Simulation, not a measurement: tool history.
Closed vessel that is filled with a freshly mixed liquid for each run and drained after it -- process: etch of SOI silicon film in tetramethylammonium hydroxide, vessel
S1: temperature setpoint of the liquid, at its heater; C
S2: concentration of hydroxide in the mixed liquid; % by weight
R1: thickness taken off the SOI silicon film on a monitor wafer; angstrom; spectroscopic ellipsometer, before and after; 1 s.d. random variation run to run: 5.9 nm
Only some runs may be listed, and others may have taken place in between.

Run 1, hour 0: S1 74 C, S2 14.5 % by weight, time in the liquid (s) 105. Result: R1 8326.3 angstrom.
Run 2, hour 6.9: S1 74 C, S2 12 % by weight, time in the liquid (s) 105. Result: R1 9006.3 angstrom.
Run 3, hour 10.3: S1 74 C, S2 10.5 % by weight, time in the liquid (s) 105. Result: R1 9581.1 angstrom.
Run 4, hour 12.2: S1 74 C, S2 10.5 % by weight, time in the liquid (s) 115. Result: R1 10450 angstrom.
Run 5, hour 18.2: S1 79 C, S2 10.5 % by weight, time in the liquid (s) 115. Result: R1 13866 angstrom.
Run 6, hour 19.7: S1 75 C, S2 10.5 % by weight, time in the liquid (s) 115. Result: R1 11057 angstrom.
Run 7, hour 22.8: S1 75.5 C, S2 10.5 % by weight, time in the liquid (s) 115. Result: R1 11294 angstrom.
Run 8, hour 24: S1 76 C, S2 10.5 % by weight, time in the liquid (s) 115. Result: R1 11649 angstrom.

Forecast run 9:
Run 9, hour 30.2: S1 76.5 C, S2 10.5 % by weight, time in the liquid (s) 115. Result: R1 ?.

{"run 9": {"R1": 12009}}
